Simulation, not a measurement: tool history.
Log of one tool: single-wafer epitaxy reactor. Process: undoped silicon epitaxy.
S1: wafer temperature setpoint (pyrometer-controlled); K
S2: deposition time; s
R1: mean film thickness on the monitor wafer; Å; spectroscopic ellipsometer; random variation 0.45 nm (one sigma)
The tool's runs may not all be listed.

run  hour      S1   S2      R1
  1   0.0  943.15  262  664.20
  2   3.8  945.15  262  686.37
  3   9.4  945.15  293  764.57
  4  12.7  946.15  293  782.33
  5  20.0  947.15  293  785.22
  6  27.5  947.15  262  710.69
  7  33.6  949.15  262  738.56
  8  42.4  950.15  262  758.43

The next listed run, before its measurement:
  9  43.7  951.15  262   ?

R1: 769.88 Å

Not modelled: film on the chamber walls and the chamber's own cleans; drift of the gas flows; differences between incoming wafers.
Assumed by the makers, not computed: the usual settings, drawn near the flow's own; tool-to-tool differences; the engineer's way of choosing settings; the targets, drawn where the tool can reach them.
